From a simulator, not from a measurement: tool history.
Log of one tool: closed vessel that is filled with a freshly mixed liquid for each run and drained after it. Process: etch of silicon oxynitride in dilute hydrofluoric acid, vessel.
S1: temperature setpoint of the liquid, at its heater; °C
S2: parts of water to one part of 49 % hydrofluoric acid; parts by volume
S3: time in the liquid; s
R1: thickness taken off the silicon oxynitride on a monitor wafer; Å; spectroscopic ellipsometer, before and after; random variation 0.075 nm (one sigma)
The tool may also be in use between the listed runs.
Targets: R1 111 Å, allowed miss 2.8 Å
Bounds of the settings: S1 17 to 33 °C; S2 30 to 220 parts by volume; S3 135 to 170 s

Run 1, hour 0: S1 25 °C, S2 125 parts by volume, S3 170 s. Result: R1 47.147 Å.
Run 2, hour 2.7: S1 27.5 °C, S2 125 parts by volume, S3 170 s. Result: R1 52.761 Å.
Run 3, hour 8: S1 29 °C, S2 110 parts by volume, S3 170 s. Result: R1 65.016 Å.
Run 4, hour 9.2: S1 29 °C, S2 110 parts by volume, S3 135 s. Result: R1 51.772 Å.
Run 5, hour 10.6: S1 30 °C, S2 90 parts by volume, S3 135 s. Result: R1 67.55 Å.
Run 6, hour 17.2: S1 30 °C, S2 70 parts by volume, S3 135 s. Result: R1 89.393 Å.
Run 7, hour 21.6: S1 33 °C, S2 60 parts by volume, S3 135 s. Result: R1 118.51 Å.
Run 8, hour 29.3: S1 32.5 °C, S2 60 parts by volume, S3 135 s. Result: R1 116.04 Å.
Run 9, hour 35: S1 32 °C, S2 60 parts by volume, S3 135 s. Result: R1 115.13 Å.

4 next moves are on the table. One of them brings every result within its allowed miss. Which?
Run A, hour 40.7: S1 26.5 °C, S2 55 parts by volume, S3 170 s. Result: R1 ?.
Run B, hour 40.7: S1 33 °C, S2 75 parts by volume, S3 170 s. Result: R1 ?.
Run C, hour 40.7: S1 33 °C, S2 75 parts by volume, S3 160 s. Result: R1 ?.
Run D, hour 40.7: S1 33 °C, S2 70 parts by volume, S3 140 s. Result: R1 ?.

move      R1
   A  122.52
   B  118.77
   C  111.78
   D   105.4
A: further off than the last run
B: further off than the last run
C: meets every target
D: takes the result that was furthest off past its target
Move C is the one to make.

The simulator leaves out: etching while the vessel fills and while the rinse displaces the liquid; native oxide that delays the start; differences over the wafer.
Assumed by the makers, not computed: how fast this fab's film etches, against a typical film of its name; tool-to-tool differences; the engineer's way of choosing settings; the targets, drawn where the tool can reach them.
